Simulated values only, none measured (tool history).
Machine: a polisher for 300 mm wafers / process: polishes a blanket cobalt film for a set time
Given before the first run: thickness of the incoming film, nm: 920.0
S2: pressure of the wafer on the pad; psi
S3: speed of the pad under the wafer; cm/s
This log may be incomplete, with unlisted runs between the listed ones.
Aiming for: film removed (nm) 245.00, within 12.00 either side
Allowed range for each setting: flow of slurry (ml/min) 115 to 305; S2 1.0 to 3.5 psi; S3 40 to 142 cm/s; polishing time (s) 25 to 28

run 1 day=0.000 | flow_of_slurry_(ml/min)=195 S2=2.2 S3=90 polishing_time_(s)=28 | film_removed_(nm)=143.43
run 2 day=0.108 | flow_of_slurry_(ml/min)=195 S2=2.2 S3=70 polishing_time_(s)=28 | film_removed_(nm)=109.74
run 3 day=0.304 | flow_of_slurry_(ml/min)=195 S2=2.2 S3=70 polishing_time_(s)=28 | film_removed_(nm)=112.71
run 4 day=0.583 | flow_of_slurry_(ml/min)=215 S2=2.2 S3=70 polishing_time_(s)=28 | film_removed_(nm)=112.98
run 5 day=0.650 | flow_of_slurry_(ml/min)=250 S2=2.2 S3=70 polishing_time_(s)=28 | film_removed_(nm)=116.34
run 6 day=0.842 | flow_of_slurry_(ml/min)=250 S2=2.4 S3=72 polishing_time_(s)=28 | film_removed_(nm)=127.09
run 7 day=1.117 | flow_of_slurry_(ml/min)=250 S2=2.5 S3=74 polishing_time_(s)=28 | film_removed_(nm)=130.74
run 8 day=1.208 | flow_of_slurry_(ml/min)=260 S2=3.1 S3=100 polishing_time_(s)=28 | film_removed_(nm)=203.97
run 9 day=1.333 | flow_of_slurry_(ml/min)=260 S2=3.3 S3=104 polishing_time_(s)=28 | film_removed_(nm)=215.94

Exactly one of the 5 candidate moves below puts every result within its allowed miss. Which one?
run A day=1.458 | flow_of_slurry_(ml/min)=275 S2=3.2 S3=98 polishing_time_(s)=25 | film_removed_(nm)=?
run B day=1.458 | flow_of_slurry_(ml/min)=280 S2=3.5 S3=116 polishing_time_(s)=27 | film_removed_(nm)=?
run C day=1.458 | flow_of_slurry_(ml/min)=270 S2=3.3 S3=102 polishing_time_(s)=26 | film_removed_(nm)=?
run D day=1.458 | flow_of_slurry_(ml/min)=220 S2=3.3 S3=100 polishing_time_(s)=25 | film_removed_(nm)=?
run E day=1.458 | flow_of_slurry_(ml/min)=260 S2=3.1 S3=102 polishing_time_(s)=25 | film_removed_(nm)=?

move=A film_removed_(nm)=179.19
move=B film_removed_(nm)=243.14
move=C film_removed_(nm)=197.59
move=D film_removed_(nm)=182.79
move=E film_removed_(nm)=181.41
A: the biggest miss grows against the last run
B: every result lands within tolerance
C: the biggest miss grows against the last run
D: the biggest miss grows against the last run
E: the biggest miss grows against the last run
So the answer is move B, the one that meets all the targets.
